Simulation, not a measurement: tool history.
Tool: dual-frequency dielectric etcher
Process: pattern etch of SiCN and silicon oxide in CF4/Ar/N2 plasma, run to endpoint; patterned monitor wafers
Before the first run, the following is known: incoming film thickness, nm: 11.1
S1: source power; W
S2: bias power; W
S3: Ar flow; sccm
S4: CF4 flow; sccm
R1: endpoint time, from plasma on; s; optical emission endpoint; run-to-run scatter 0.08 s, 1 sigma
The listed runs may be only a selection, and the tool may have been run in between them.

run,hour,S1,S2,S3,S4,R1
1,0,430,87,122,64,13.912
2,3.3,430,87,106,64,13.904
3,9.8,430,87,106,59,14.075
4,14.3,480,87,106,59,12.823
5,17.9,480,87,106,55,12.845
6,18.5,480,87,119,55,13.005
7,25.8,490,87,119,55,12.81
8,33.3,500,87,119,55,12.497
9,38.1,500,87,119,55,12.721
10,43.7,510,87,119,55,12.351

Forecast run 11:
11,49.1,520,87,119,55,?

{"run 11": {"R1": 12.333}}
